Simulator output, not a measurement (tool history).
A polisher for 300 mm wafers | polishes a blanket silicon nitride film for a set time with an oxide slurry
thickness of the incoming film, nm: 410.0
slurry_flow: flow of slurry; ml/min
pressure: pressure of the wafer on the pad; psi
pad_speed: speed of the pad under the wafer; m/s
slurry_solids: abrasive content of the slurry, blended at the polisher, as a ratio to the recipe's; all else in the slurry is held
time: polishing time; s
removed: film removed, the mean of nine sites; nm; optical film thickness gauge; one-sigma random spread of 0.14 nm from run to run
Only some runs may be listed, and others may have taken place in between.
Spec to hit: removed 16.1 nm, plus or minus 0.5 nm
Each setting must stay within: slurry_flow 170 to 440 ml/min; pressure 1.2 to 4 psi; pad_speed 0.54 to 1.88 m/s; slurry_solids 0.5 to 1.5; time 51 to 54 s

run 1 hour=0 | slurry_flow=280 pressure=2.6 pad_speed=1.2 slurry_solids=1 time=51 | removed=24.691
run 2 hour=7.5 | slurry_flow=280 pressure=2.3 pad_speed=1.2 slurry_solids=1 time=51 | removed=22.206
run 3 hour=10.9 | slurry_flow=280 pressure=2.1 pad_speed=1.2 slurry_solids=1 time=51 | removed=20.328
run 4 hour=12.7 | slurry_flow=280 pressure=2 pad_speed=1.2 slurry_solids=1 time=51 | removed=19.401
run 5 hour=14.6 | slurry_flow=280 pressure=1.9 pad_speed=1.2 slurry_solids=1 time=51 | removed=18.498
run 6 hour=16.2 | slurry_flow=280 pressure=1.9 pad_speed=1.2 slurry_solids=1 time=54 | removed=19.287
run 7 hour=21.8 | slurry_flow=280 pressure=1.9 pad_speed=1.2 slurry_solids=1 time=54 | removed=19.737
run 8 hour=26.3 | slurry_flow=280 pressure=1.8 pad_speed=1.2 slurry_solids=1 time=54 | removed=18.928
run 9 hour=31.4 | slurry_flow=280 pressure=1.7 pad_speed=1.2 slurry_solids=1 time=54 | removed=17.719
run 10 hour=35.3 | slurry_flow=280 pressure=1.7 pad_speed=1.2 slurry_solids=1 time=54 | removed=18.119
run 11 hour=43.4 | slurry_flow=280 pressure=1.6 pad_speed=1.2 slurry_solids=1 time=54 | removed=16.681

Which of these 4 next moves meets every target?
run A hour=51.5 | slurry_flow=265 pressure=1.6 pad_speed=1.28 slurry_solids=0.95 time=53 | removed=?
run B hour=51.5 | slurry_flow=280 pressure=1.7 pad_speed=1.04 slurry_solids=1.15 time=52 | removed=?
run C hour=51.5 | slurry_flow=300 pressure=1.5 pad_speed=1.38 slurry_solids=0.95 time=54 | removed=?
run D hour=51.5 | slurry_flow=265 pressure=2 pad_speed=1.08 slurry_solids=0.9 time=54 | removed=?

move=A removed=16.836
move=B removed=16.088
move=C removed=17.453
move=D removed=17.795
A: moves away from the targets compared with the last run
B: every result lands within tolerance
C: moves away from the targets compared with the last run
D: moves away from the targets compared with the last run
B is the move that brings every result within its allowed miss.
